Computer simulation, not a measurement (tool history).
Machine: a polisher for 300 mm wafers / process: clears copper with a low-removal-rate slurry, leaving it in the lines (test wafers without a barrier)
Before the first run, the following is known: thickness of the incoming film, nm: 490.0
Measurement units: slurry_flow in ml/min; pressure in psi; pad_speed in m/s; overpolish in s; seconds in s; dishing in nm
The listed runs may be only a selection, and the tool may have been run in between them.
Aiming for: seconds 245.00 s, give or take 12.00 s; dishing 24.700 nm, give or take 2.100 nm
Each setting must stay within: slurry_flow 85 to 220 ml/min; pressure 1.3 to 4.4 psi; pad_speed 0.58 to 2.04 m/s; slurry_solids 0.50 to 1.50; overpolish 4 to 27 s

| run | day | slurry_flow | pressure | pad_speed | slurry_solids | overpolish | seconds | dishing |
|---|---|---|---|---|---|---|---|---|
| 1 | 0.000 | 140 | 2.8 | 1.30 | 1.00 | 14 | 156.16 | 30.227 |
| 2 | 0.212 | 140 | 2.8 | 1.30 | 0.80 | 14 | 160.91 | 28.663 |
| 3 | 0.312 | 140 | 2.8 | 1.30 | 0.65 | 14 | 164.20 | 27.720 |
| 4 | 0.383 | 140 | 2.8 | 1.30 | 0.65 | 18 | 161.37 | 33.147 |
| 5 | 0.512 | 140 | 2.5 | 1.28 | 0.65 | 18 | 181.21 | 31.504 |
| 6 | 0.650 | 140 | 2.2 | 1.26 | 0.65 | 18 | 204.05 | 28.786 |
| 7 | 0.854 | 140 | 2.0 | 1.26 | 0.65 | 18 | 212.73 | 28.023 |
| 8 | 1.200 | 140 | 1.9 | 1.26 | 0.65 | 18 | 221.32 | 26.696 |
|  | 1.467 | slurry nozzle cleaned |
| 9 | 1.467 | 140 | 1.8 | 1.26 | 0.65 | 18 | 223.04 | 25.711 |

Which one of the following 5 next-run settings gets every result inside its allowed miss? There is exactly one.
| A | 1.733 | 145 | 1.3 | 1.24 | 0.70 | 23 | ? | ? |
| B | 1.733 | 135 | 1.8 | 1.66 | 0.70 | 16 | ? | ? |
| C | 1.733 | 150 | 1.6 | 1.28 | 0.65 | 18 | ? | ? |
| D | 1.733 | 145 | 2.5 | 1.08 | 0.60 | 14 | ? | ? |
| E | 1.733 | 145 | 2.3 | 0.84 | 0.60 | 23 | ? | ? |

| move | seconds | dishing |
|---|---|---|
| A | 275.95 | 26.437 |
| B | 182.87 | 27.769 |
| C | 237.26 | 24.796 |
| D | 195.08 | 24.076 |
| E | 242.09 | 29.807 |
A: takes the result that was furthest off past its target
B: moves away from the targets compared with the last run
C: each result inside its tolerance
D: moves away from the targets compared with the last run
E: the worst result of the last run now meets its target, but another is out of spec
The right move is C.
